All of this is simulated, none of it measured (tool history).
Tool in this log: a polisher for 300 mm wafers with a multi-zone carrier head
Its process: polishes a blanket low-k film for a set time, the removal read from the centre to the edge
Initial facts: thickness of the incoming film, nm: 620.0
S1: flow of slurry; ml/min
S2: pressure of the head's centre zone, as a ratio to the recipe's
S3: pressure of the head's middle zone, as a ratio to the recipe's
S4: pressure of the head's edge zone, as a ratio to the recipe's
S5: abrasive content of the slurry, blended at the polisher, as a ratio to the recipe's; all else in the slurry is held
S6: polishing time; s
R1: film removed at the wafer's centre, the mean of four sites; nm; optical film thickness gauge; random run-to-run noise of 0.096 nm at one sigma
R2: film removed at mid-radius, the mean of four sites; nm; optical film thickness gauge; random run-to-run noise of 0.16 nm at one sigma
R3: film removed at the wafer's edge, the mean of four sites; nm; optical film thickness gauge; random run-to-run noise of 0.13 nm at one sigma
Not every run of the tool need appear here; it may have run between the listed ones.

run  hour   S1    S2    S3    S4    S5  S6      R1      R2      R3
  1     0  245     1     1     1     1  47  14.458  14.702  14.672
  2   3.2  245     1     1     1     1  58  17.768  18.056  18.528
  3   6.9  245     1  0.99  0.99  0.95  57  17.307  17.306  17.323
  4  12.6  240  0.99  0.97  0.99   0.9  56  16.589  16.488   16.71
  5  15.6  240  1.08  0.97  0.99   0.9  56  17.856  16.304  16.858
  6  19.8  240  1.08  0.97  0.99   0.9  50  15.775  14.832  14.905
  7  24.9  235  1.07  0.95  0.99  0.85  50  15.446  14.074  14.633

What will run 8 give?
  8  28.3  230  0.97  0.91  0.89  0.6  49   ?   ?   ?

{"run 8": {"R1": 12.436, "R2": 12.043, "R3": 12.122}}
